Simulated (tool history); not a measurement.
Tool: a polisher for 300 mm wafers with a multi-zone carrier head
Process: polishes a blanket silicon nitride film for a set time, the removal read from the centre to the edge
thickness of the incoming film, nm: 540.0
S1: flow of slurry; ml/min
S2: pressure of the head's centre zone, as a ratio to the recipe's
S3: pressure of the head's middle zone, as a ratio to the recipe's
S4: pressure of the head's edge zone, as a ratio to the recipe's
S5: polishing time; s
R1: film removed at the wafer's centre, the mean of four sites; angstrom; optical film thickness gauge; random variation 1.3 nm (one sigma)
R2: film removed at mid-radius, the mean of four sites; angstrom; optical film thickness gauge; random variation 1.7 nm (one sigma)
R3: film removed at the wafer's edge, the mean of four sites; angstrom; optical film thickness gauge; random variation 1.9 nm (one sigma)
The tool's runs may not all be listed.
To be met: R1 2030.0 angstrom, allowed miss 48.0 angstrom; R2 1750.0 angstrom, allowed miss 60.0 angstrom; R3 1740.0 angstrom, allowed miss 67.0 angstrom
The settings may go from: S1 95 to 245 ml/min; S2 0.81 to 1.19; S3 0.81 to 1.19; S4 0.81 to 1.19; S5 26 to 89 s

{"run": 1, "hour": 0.0, "S1": 155, "S2": 1.0, "S3": 1.0, "S4": 1.0, "S5": 57, "R1": 1245.0, "R2": 1252.4, "R3": 1194.6}
{"run": 2, "hour": 5.1, "S1": 190, "S2": 1.0, "S3": 1.0, "S4": 1.0, "S5": 57, "R1": 1295.2, "R2": 1333.4, "R3": 1215.3}
{"run": 3, "hour": 11.6, "S1": 190, "S2": 1.0, "S3": 1.0, "S4": 1.07, "S5": 57, "R1": 1291.8, "R2": 1297.7, "R3": 1222.9}
{"run": 4, "hour": 15.4, "S1": 180, "S2": 1.04, "S3": 1.0, "S4": 1.08, "S5": 64, "R1": 1505.5, "R2": 1454.4, "R3": 1399.2}
{"run": 5, "hour": 23.2, "S1": 180, "S2": 1.04, "S3": 1.0, "S4": 1.08, "S5": 77, "R1": 1817.3, "R2": 1772.1, "R3": 1690.0}
{"run": 6, "hour": 31.0, "S1": 180, "S2": 1.04, "S3": 0.92, "S4": 1.08, "S5": 77, "R1": 1798.8, "R2": 1645.0, "R3": 1670.3}
{"run": 7, "hour": 34.1, "S1": 195, "S2": 1.06, "S3": 0.92, "S4": 1.09, "S5": 77, "R1": 1855.7, "R2": 1684.7, "R3": 1693.8}
{"run": 8, "hour": 35.2, "S1": 205, "S2": 1.08, "S3": 0.92, "S4": 1.09, "S5": 77, "R1": 1914.8, "R2": 1679.9, "R3": 1713.7}

Which of these 4 next moves meets every target?
{"run": "A", "hour": 36.3, "S1": 185, "S2": 1.02, "S3": 0.86, "S4": 1.12, "S5": 76, "R1": "?", "R2": "?", "R3": "?"}
{"run": "B", "hour": 36.3, "S1": 220, "S2": 0.98, "S3": 0.91, "S4": 1.02, "S5": 78, "R1": "?", "R2": "?", "R3": "?"}
{"run": "C", "hour": 36.3, "S1": 205, "S2": 1.07, "S3": 0.87, "S4": 1.11, "S5": 78, "R1": "?", "R2": "?", "R3": "?"}
{"run": "D", "hour": 36.3, "S1": 205, "S2": 1.13, "S3": 0.95, "S4": 1.07, "S5": 78, "R1": "?", "R2": "?", "R3": "?"}

move=A R1=1741.3 R2=1548.9 R3=1691.4
move=B R1=1768.0 R2=1710.4 R3=1702.7
move=C R1=1909.6 R2=1630.5 R3=1749.9
move=D R1=2018.6 R2=1753.7 R3=1721.8
A: further off than the last run
B: further off than the last run
C: as far off as the last run
D: meets every target
Move D is the one to make.

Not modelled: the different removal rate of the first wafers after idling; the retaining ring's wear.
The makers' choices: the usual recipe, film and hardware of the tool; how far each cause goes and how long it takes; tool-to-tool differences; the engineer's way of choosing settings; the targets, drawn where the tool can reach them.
